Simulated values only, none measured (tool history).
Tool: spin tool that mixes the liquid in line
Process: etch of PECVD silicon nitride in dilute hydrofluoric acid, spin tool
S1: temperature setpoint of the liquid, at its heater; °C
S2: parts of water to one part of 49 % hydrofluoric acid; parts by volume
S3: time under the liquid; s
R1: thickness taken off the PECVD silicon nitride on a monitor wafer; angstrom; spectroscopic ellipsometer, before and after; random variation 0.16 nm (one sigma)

Run 1, hour 0: S1 20 °C, S2 220 parts by volume, S3 305 s. Result: R1 37.873 angstrom.
Run 2, hour 5.3: S1 22.5 °C, S2 180 parts by volume, S3 305 s. Result: R1 55.677 angstrom.
Run 3, hour 11.4: S1 24 °C, S2 160 parts by volume, S3 305 s. Result: R1 66.335 angstrom.
Run 4, hour 14.8: S1 24 °C, S2 235 parts by volume, S3 305 s. Result: R1 45.114 angstrom.
Run 5, hour 17.6: S1 25 °C, S2 195 parts by volume, S3 305 s. Result: R1 58.798 angstrom.
Run 6, hour 26.6: S1 25 °C, S2 125 parts by volume, S3 305 s. Result: R1 89.769 angstrom.
Run 7, hour 31.8: S1 26 °C, S2 125 parts by volume, S3 305 s. Result: R1 94.736 angstrom.
Run 8, hour 36.1: S1 26.5 °C, S2 125 parts by volume, S3 305 s. Result: R1 101.09 angstrom.

For run 9, what comes out?
At hour 41.2: hydrofluoric acid flow meter replaced.
Run 9, hour 41.2: S1 27 °C, S2 125 parts by volume, S3 305 s. Result: R1 ?.

Run 9 measured R1 97.287 angstrom.
